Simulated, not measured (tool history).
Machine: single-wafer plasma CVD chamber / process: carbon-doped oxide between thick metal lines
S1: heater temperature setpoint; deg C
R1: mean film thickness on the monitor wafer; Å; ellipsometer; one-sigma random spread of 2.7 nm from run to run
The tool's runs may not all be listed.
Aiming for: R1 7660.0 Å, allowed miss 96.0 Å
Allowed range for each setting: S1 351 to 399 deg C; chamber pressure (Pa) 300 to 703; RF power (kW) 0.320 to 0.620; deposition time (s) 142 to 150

{"run": 1, "hour": 0.0, "S1": 375, "chamber pressure (Pa)": 501, "RF power (kW)": 0.47, "deposition time (s)": 150, "R1": 6661.4}
{"run": 2, "hour": 3.4, "S1": 373, "chamber pressure (Pa)": 532, "RF power (kW)": 0.48, "deposition time (s)": 150, "R1": 6836.0}
{"run": 3, "hour": 6.0, "S1": 373, "chamber pressure (Pa)": 532, "RF power (kW)": 0.48, "deposition time (s)": 150, "R1": 6836.2}
{"run": 4, "hour": 11.5, "S1": 373, "chamber pressure (Pa)": 532, "RF power (kW)": 0.48, "deposition time (s)": 150, "R1": 6816.7}
{"run": 5, "hour": 12.3, "S1": 373, "chamber pressure (Pa)": 532, "RF power (kW)": 0.48, "deposition time (s)": 150, "R1": 6863.2}
{"run": 6, "hour": 17.3, "S1": 369, "chamber pressure (Pa)": 532, "RF power (kW)": 0.48, "deposition time (s)": 150, "R1": 6846.3}
{"run": 7, "hour": 23.4, "S1": 369, "chamber pressure (Pa)": 553, "RF power (kW)": 0.49, "deposition time (s)": 150, "R1": 7033.1}
{"run": 8, "hour": 29.6, "S1": 369, "chamber pressure (Pa)": 553, "RF power (kW)": 0.49, "deposition time (s)": 150, "R1": 7057.7}
{"run": 9, "hour": 37.4, "S1": 368, "chamber pressure (Pa)": 577, "RF power (kW)": 0.49, "deposition time (s)": 150, "R1": 7142.8}
{"run": 10, "hour": 42.4, "S1": 367, "chamber pressure (Pa)": 597, "RF power (kW)": 0.49, "deposition time (s)": 150, "R1": 7217.8}
{"run": 11, "hour": 49.5, "S1": 367, "chamber pressure (Pa)": 597, "RF power (kW)": 0.49, "deposition time (s)": 150, "R1": 7194.2}
{"run": 12, "hour": 53.4, "S1": 366, "chamber pressure (Pa)": 616, "RF power (kW)": 0.49, "deposition time (s)": 150, "R1": 7208.1}
{"run": 13, "hour": 60.8, "S1": 365, "chamber pressure (Pa)": 631, "RF power (kW)": 0.495, "deposition time (s)": 150, "R1": 7378.5}
{"run": 14, "hour": 67.8, "S1": 364, "chamber pressure (Pa)": 640, "RF power (kW)": 0.495, "deposition time (s)": 150, "R1": 7366.9}

Next run, 5 choices. One meets every target within its allowed miss, the rest don't. Which?
{"run": "A", "hour": 74.8, "S1": 365, "chamber pressure (Pa)": 699, "RF power (kW)": 0.52, "deposition time (s)": 148, "R1": "?"}
{"run": "B", "hour": 74.8, "S1": 358, "chamber pressure (Pa)": 507, "RF power (kW)": 0.51, "deposition time (s)": 148, "R1": "?"}
{"run": "C", "hour": 74.8, "S1": 373, "chamber pressure (Pa)": 700, "RF power (kW)": 0.575, "deposition time (s)": 146, "R1": "?"}
{"run": "D", "hour": 74.8, "S1": 351, "chamber pressure (Pa)": 703, "RF power (kW)": 0.505, "deposition time (s)": 150, "R1": "?"}
{"run": "E", "hour": 74.8, "S1": 367, "chamber pressure (Pa)": 639, "RF power (kW)": 0.55, "deposition time (s)": 149, "R1": "?"}

move=A R1=7592.9
move=B R1=7120.5
move=C R1=7885.3
move=D R1=7770.8
move=E R1=7782.7
A: in spec on every target
B: misses by more than the last run did
C: pushes the last run's worst result past its target
D: pushes the last run's worst result past its target
E: pushes the last run's worst result past its target
Go with A: it meets all targets.
